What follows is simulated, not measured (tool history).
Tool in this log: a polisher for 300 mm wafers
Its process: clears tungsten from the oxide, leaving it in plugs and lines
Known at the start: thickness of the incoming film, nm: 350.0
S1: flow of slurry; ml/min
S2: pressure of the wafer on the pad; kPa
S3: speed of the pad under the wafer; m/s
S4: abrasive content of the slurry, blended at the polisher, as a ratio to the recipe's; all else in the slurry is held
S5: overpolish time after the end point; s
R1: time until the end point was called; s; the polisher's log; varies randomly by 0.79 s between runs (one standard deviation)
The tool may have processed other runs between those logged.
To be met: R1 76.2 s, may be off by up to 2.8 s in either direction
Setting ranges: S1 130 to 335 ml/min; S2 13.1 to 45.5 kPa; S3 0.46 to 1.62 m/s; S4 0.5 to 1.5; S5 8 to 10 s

run 1 day=0 | S1=215 S2=29 S3=1.04 S4=1 S5=10 | R1=55.862
run 2 day=0.279 | S1=215 S2=29 S3=1.04 S4=1 S5=8 | R1=55.421
run 3 day=0.571 | S1=215 S2=29 S3=1.04 S4=0.85 S5=8 | R1=57.666
run 4 day=0.621 | S1=215 S2=28.3 S3=1.04 S4=0.85 S5=8 | R1=58.253
run 5 day=0.725 | S1=215 S2=28.3 S3=1.28 S4=0.85 S5=8 | R1=47.965
run 6 day=0.754 | S1=215 S2=28.3 S3=1.28 S4=0.85 S5=10 | R1=49.197
run 7 day=0.925 | S1=215 S2=26.9 S3=1.28 S4=0.85 S5=10 | R1=51.908
run 8 day=1.062 | S1=215 S2=25.5 S3=1.28 S4=0.85 S5=10 | R1=53.641
run 9 day=1.158 | S1=215 S2=24.1 S3=1.28 S4=0.85 S5=10 | R1=56.592
run 10 day=1.471 | S1=215 S2=24.1 S3=1.28 S4=0.85 S5=10 | R1=57.43
run 11 day=1.529 | S1=215 S2=23.4 S3=1.28 S4=0.85 S5=10 | R1=57.765
run 12 day=1.879 | S1=215 S2=22.8 S3=1.28 S4=0.85 S5=10 | R1=60.77
run 13 day=2.238 | S1=215 S2=22.8 S3=1.28 S4=0.85 S5=10 | R1=60.226
run 14 day=2.262 | S1=215 S2=22.1 S3=1.28 S4=0.85 S5=10 | R1=61.842
run 15 day=2.458 | S1=215 S2=21.4 S3=1.28 S4=0.85 S5=10 | R1=63.034
run 16 day=2.562 | S1=215 S2=20.7 S3=1.28 S4=0.85 S5=10 | R1=64.965
run 17 day=2.612 | S1=215 S2=20 S3=1.28 S4=0.85 S5=10 | R1=67.316
run 18 day=2.654 | S1=215 S2=19.3 S3=1.28 S4=0.85 S5=10 | R1=70.182

Exactly one of the 4 candidate moves below puts every result within its allowed miss. Which one?
run A day=2.696 | S1=195 S2=18.6 S3=1.18 S4=1.05 S5=8 | R1=?
run B day=2.696 | S1=205 S2=26.9 S3=0.82 S4=1.3 S5=9 | R1=?
run C day=2.696 | S1=235 S2=21.4 S3=1.2 S4=0.8 S5=10 | R1=?
run D day=2.696 | S1=210 S2=20 S3=1.28 S4=0.8 S5=8 | R1=?

move=A R1=74.975
move=B R1=70.187
move=C R1=68.186
move=D R1=69.137
A: each result inside its tolerance
B: neither nearer nor further off than the last run
C: moves away from the targets compared with the last run
D: moves away from the targets compared with the last run
So the answer is move A, the one that meets all the targets.
